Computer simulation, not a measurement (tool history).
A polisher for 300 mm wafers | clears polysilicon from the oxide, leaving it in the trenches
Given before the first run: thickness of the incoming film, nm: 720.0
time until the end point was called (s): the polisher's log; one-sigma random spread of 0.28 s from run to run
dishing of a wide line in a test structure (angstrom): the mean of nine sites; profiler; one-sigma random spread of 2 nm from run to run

run  hour  flow of slurry (ml/min)  pressure of the wafer on the pad (kPa)  speed of the pad under the wafer (cm/s)  overpolish time after the end point (s)  time until the end point was called (s)  dishing of a wide line in a test structure (angstrom)
  1   0.0                      275                                    22.1                                      102                                        9                                   34.993                                                 840.23
  2   5.8                      275                                    26.2                                      102                                        9                                   29.946                                                 899.57
  3  12.5                      275                                    26.2                                       84                                        9                                   36.725                                                 827.02
  4  18.6                      275                                    26.2                                       84                                       10                                   36.733                                                 878.54
  5  27.5                      275                                    27.6                                       86                                       10                                   34.016                                                 860.63
  6  34.7                      275                                    28.3                                       88                                       10                                   32.412                                                 860.82
  7  36.8                      275                                    29.0                                       90                                       10                                   30.836                                                 907.97
  8  43.6                      275                                    29.6                                       92                                       10                                   29.405                                                 894.62

Run 9, settings as shown, results not yet in. Your forecast:
  9  46.8                      275                                    30.3                                       94                                       10                                        ?                                                      ?

{"run 9": {"time until the end point was called (s)": 27.657, "dishing of a wide line in a test structure (angstrom)": 920.12}}
